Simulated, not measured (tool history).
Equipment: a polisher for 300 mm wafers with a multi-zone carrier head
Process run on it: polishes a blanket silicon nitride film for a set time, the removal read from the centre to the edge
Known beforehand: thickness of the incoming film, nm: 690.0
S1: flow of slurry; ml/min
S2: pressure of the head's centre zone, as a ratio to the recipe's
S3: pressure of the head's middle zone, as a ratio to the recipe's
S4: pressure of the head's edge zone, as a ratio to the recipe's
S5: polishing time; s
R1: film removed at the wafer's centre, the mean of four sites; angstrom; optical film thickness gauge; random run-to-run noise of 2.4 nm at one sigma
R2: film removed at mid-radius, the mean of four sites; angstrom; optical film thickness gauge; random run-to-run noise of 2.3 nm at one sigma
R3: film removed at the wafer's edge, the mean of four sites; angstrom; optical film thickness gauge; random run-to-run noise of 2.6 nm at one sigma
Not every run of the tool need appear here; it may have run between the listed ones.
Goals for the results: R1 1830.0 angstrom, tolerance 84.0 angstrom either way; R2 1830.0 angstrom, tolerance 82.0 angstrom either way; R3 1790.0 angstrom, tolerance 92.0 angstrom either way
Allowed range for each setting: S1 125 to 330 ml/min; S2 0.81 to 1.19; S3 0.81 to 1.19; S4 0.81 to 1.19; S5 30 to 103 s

| run | hour | S1 | S2 | S3 | S4 | S5 | R1 | R2 | R3 |
|---|---|---|---|---|---|---|---|---|---|
| 1 | 0.0 | 210 | 1.00 | 1.00 | 1.00 | 66 | 1496.4 | 1497.8 | 1439.6 |
| 2 | 8.0 | 210 | 1.00 | 1.00 | 1.00 | 59 | 1334.1 | 1349.2 | 1291.4 |
| 3 | 11.7 | 255 | 1.00 | 1.00 | 1.00 | 59 | 1374.6 | 1379.1 | 1325.3 |
| 4 | 16.7 | 255 | 1.00 | 1.00 | 0.95 | 59 | 1354.7 | 1367.8 | 1277.2 |
| 5 | 23.1 | 255 | 1.00 | 1.00 | 1.02 | 59 | 1396.2 | 1396.4 | 1325.2 |
| 6 | 27.1 | 290 | 1.00 | 1.00 | 1.02 | 59 | 1387.8 | 1388.5 | 1363.5 |
| 7 | 29.8 | 290 | 1.00 | 1.00 | 1.02 | 59 | 1435.2 | 1393.6 | 1349.1 |
| 8 | 38.8 | 285 | 0.99 | 1.01 | 1.04 | 64 | 1468.6 | 1515.6 | 1468.8 |
| 9 | 40.6 | 285 | 0.99 | 1.01 | 1.04 | 64 | 1491.8 | 1503.6 | 1431.7 |
| 10 | 49.0 | 285 | 0.98 | 1.00 | 1.05 | 69 | 1616.3 | 1622.5 | 1621.9 |

Pick the move, out of 4, that brings all results within their allowed miss; only one does.
| A | 57.4 | 330 | 1.00 | 1.16 | 1.03 | 76 | ? | ? | ? |
| B | 57.4 | 330 | 0.98 | 1.12 | 1.00 | 79 | ? | ? | ? |
| C | 57.4 | 290 | 1.00 | 1.00 | 1.02 | 77 | ? | ? | ? |
| D | 57.4 | 280 | 0.88 | 1.02 | 1.04 | 77 | ? | ? | ? |

| move | R1 | R2 | R3 |
|---|---|---|---|
| A | 1815.4 | 2050.2 | 1773.8 |
| B | 1857.3 | 2067.9 | 1818.5 |
| C | 1813.4 | 1808.6 | 1776.5 |
| D | 1638.8 | 1833.7 | 1788.3 |
A: gets the furthest-off result to its target, but another result is out of tolerance
B: gets the furthest-off result to its target, but another result is out of tolerance
C: in spec on every target
D: an improvement on the last run, though not all results are within tolerance
The right move is C.

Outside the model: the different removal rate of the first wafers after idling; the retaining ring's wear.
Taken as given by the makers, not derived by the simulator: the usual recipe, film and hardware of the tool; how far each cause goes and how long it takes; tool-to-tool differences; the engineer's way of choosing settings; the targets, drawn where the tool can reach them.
